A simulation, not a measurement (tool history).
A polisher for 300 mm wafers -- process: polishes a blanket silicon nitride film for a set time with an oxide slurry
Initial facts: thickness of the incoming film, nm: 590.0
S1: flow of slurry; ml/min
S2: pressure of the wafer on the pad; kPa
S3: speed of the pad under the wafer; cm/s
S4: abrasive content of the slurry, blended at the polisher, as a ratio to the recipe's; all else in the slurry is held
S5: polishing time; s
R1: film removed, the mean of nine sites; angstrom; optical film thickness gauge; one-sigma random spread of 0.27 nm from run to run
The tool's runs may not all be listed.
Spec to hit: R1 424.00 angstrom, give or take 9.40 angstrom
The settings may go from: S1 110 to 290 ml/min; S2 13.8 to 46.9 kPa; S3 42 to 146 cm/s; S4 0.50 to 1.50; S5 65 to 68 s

run	hour	S1	S2	S3	S4	S5	R1
1	0.0	185	30.3	94	1.00	65	440.61
2	8.1	180	30.3	94	1.00	65	438.96
3	9.7	180	30.3	94	1.15	65	469.02
4	12.3	140	30.3	94	1.15	65	445.77
5	13.6	140	24.1	94	1.15	65	360.13
6	17.3	165	24.8	94	1.15	65	381.70
7	24.5	180	24.8	94	1.15	65	389.81
8	33.6	195	24.8	94	1.15	65	388.20
9	34.8	205	25.5	94	1.15	65	402.43
10	38.9	215	25.5	94	1.15	65	405.53
11	42.6	220	25.5	94	1.15	65	407.63
12	47.0	225	25.5	94	1.15	65	409.35
13	47.7	230	25.5	94	1.15	65	410.71

Below are 5 possible settings for the next run. Only one of them brings all results inside the allowed miss of their targets. Which is it?
A	48.4	235	26.2	102	1.05	68	?
B	48.4	290	25.5	106	1.00	65	?
C	48.4	245	20.7	124	1.25	68	?
D	48.4	240	25.5	94	1.35	66	?
E	48.4	265	28.3	96	1.00	67	?

move	R1
A	445.27
B	425.51
C	446.57
D	446.69
E	446.69
A: pushes the last run's worst result past its target
B: every result lands within tolerance
C: pushes the last run's worst result past its target
D: pushes the last run's worst result past its target
E: pushes the last run's worst result past its target
The move that meets every target is B.
